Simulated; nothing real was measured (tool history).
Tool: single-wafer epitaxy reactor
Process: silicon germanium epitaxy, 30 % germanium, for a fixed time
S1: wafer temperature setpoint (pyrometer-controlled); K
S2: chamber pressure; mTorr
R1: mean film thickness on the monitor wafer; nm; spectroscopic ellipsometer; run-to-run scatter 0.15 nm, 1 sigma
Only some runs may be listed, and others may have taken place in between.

{"run": 1, "hour": 0.0, "S1": 888.15, "S2": 18300, "R1": 77.561}
{"run": 2, "hour": 3.3, "S1": 884.15, "S2": 17800, "R1": 71.619}
{"run": 3, "hour": 9.0, "S1": 878.15, "S2": 17800, "R1": 63.704}
{"run": 4, "hour": 12.1, "S1": 888.15, "S2": 17800, "R1": 77.134}
{"run": 5, "hour": 19.2, "S1": 884.15, "S2": 17500, "R1": 71.01}
{"run": 6, "hour": 26.6, "S1": 881.15, "S2": 17300, "R1": 66.864}
{"run": 7, "hour": 28.1, "S1": 878.15, "S2": 17100, "R1": 62.768}
{"run": 8, "hour": 33.0, "S1": 876.15, "S2": 17000, "R1": 60.288}

Run 9, settings as shown, results not yet in. Your forecast:
{"run": 9, "hour": 36.8, "S1": 864.15, "S2": 15700, "R1": "?"}

Run 9 gave R1 46.432 nm.
